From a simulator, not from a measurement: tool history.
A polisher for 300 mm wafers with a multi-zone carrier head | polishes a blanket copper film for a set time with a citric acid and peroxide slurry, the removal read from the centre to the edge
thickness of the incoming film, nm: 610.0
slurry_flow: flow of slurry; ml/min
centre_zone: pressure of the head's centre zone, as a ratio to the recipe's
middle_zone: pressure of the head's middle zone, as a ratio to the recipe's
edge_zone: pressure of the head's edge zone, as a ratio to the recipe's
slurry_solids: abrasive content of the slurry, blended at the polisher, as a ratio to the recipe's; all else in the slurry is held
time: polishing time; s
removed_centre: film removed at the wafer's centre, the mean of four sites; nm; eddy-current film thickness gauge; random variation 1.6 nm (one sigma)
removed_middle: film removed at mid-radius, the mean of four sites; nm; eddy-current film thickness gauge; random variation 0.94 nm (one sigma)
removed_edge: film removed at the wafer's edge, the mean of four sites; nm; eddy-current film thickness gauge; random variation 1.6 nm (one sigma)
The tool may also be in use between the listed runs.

run,hour,slurry_flow,centre_zone,middle_zone,edge_zone,slurry_solids,time,removed_centre,removed_middle,removed_edge
1,0.0,150,1.00,1.00,1.00,1.00,51,151.82,150.32,151.67
2,5.5,150,1.00,1.00,1.00,0.85,51,142.23,143.99,144.08
3,13.6,145,1.00,0.95,0.97,0.75,50,134.66,129.63,136.65
4,15.5,145,1.00,0.95,1.04,0.75,50,136.26,129.17,138.05
5,16.8,120,1.00,0.95,1.04,0.75,50,126.09,124.55,135.24
6,23.2,120,0.94,0.95,1.04,0.75,50,119.25,123.04,136.77

Predict the results of run 7:
7,31.6,120,0.97,0.94,1.02,0.65,49,?,?,?

{"run 7": {"removed_centre": 120.49, "removed_middle": 112.81, "removed_edge": 123.77}}

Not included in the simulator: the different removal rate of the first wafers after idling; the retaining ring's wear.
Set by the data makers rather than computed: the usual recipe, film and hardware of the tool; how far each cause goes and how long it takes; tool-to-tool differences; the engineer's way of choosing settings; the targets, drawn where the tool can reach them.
